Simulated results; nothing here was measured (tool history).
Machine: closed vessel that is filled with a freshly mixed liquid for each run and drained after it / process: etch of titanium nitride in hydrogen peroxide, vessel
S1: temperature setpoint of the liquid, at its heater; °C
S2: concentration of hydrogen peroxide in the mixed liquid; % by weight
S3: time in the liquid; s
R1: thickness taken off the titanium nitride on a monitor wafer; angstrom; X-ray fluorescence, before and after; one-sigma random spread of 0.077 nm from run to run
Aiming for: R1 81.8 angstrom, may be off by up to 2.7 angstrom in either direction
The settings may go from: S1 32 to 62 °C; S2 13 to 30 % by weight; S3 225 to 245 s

Run 1, hour 0: S1 46 °C, S2 24 % by weight, S3 225 s. Result: R1 62.339 angstrom.
Run 2, hour 4.1: S1 47 °C, S2 24 % by weight, S3 225 s. Result: R1 67.551 angstrom.
Run 3, hour 7.7: S1 47 °C, S2 24 % by weight, S3 245 s. Result: R1 73.548 angstrom.
Run 4, hour 14.6: S1 47.5 °C, S2 24 % by weight, S3 245 s. Result: R1 76.438 angstrom.
Run 5, hour 21.3: S1 47.5 °C, S2 24 % by weight, S3 225 s. Result: R1 70.412 angstrom.
Run 6, hour 22.8: S1 47.5 °C, S2 21.5 % by weight, S3 225 s. Result: R1 68.303 angstrom.
Run 7, hour 28.4: S1 48 °C, S2 21.5 % by weight, S3 225 s. Result: R1 70.324 angstrom.
Run 8, hour 29.9: S1 48.5 °C, S2 21.5 % by weight, S3 225 s. Result: R1 72.549 angstrom.
Run 9, hour 38.2: S1 49 °C, S2 21.5 % by weight, S3 225 s. Result: R1 75.603 angstrom.
Run 10, hour 40.4: S1 49.5 °C, S2 21.5 % by weight, S3 225 s. Result: R1 78.427 angstrom.

5 candidate next runs follow, results not yet known. Just one meets every target within its allowed miss. Identify it.
Run A, hour 42.6: S1 49 °C, S2 23 % by weight, S3 240 s. Result: R1 ?.
Run B, hour 42.6: S1 47 °C, S2 30 % by weight, S3 235 s. Result: R1 ?.
Run C, hour 42.6: S1 49 °C, S2 21.5 % by weight, S3 225 s. Result: R1 ?.
Run D, hour 42.6: S1 49.5 °C, S2 20 % by weight, S3 225 s. Result: R1 ?.
Run E, hour 42.6: S1 49 °C, S2 20 % by weight, S3 225 s. Result: R1 ?.

move      R1
   A  82.655
   B  74.114
   C  76.369
   D   77.97
   E  75.191
A: every result within its allowed miss
B: its largest miss is bigger than the last run's
C: its largest miss is bigger than the last run's
D: its largest miss is bigger than the last run's
E: its largest miss is bigger than the last run's
Correct choice: A, which meets every target
